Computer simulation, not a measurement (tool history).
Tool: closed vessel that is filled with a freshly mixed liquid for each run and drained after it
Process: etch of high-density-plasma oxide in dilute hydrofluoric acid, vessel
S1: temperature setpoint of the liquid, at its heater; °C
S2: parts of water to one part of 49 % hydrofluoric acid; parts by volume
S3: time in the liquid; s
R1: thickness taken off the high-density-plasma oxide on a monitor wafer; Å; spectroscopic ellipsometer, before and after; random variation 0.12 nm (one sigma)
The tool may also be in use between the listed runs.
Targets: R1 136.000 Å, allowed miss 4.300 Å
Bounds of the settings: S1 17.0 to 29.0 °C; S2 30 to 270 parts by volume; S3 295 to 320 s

run  hour    S1   S2   S3       R1
  1   0.0  21.0  150  295   93.866
  2   4.6  21.0  150  320  102.240
  3  11.5  23.0  150  320  109.330
  4  19.5  23.0  195  320   79.704
  5  23.7  21.5  195  320   76.216
  6  28.8  19.5  195  320   70.707
  7  32.6  22.0  180  320   85.016
  8  41.5  24.0  165  320  102.230

5 next moves are on the table. One of them brings every result within its allowed miss. Which?
  A  50.4  24.5  115  310   ?
  B  50.4  23.5  165  300   ?
  C  50.4  25.5  160  320   ?
  D  50.4  21.0  170  320   ?
  E  50.4  20.5  110  310   ?

move       R1
   A  153.160
   B   94.007
   C  112.170
   D   87.897
   E  137.210
A: takes the result that was furthest off past its target
B: further off than the last run
C: nearer than the last run, and not there yet
D: further off than the last run
E: meets every target
The right move is E.
